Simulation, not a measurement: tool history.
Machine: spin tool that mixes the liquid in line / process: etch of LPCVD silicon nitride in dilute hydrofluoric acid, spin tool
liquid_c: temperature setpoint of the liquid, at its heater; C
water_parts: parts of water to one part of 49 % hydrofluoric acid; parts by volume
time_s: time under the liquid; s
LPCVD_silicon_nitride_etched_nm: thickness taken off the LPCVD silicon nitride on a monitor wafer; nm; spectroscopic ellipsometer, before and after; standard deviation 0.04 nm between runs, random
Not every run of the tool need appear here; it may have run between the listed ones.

run,day,liquid_c,water_parts,time_s,LPCVD_silicon_nitride_etched_nm
1,0.000,25.0,60,305,3.0587
2,0.321,25.0,40,305,4.5975
3,0.638,28.5,40,305,5.7197
4,0.950,28.5,40,325,6.1273
# day 1.062: thermometer replaced
5,1.062,25.5,55,320,3.1172
6,1.421,23.5,55,320,2.6950
7,1.492,22.0,55,320,2.5055
8,1.683,21.0,55,320,2.3989

What does the tool deliver on the next run?
9,1.858,17.5,65,315,?

{"run 9": {"LPCVD_silicon_nitride_etched_nm": 1.4952}}
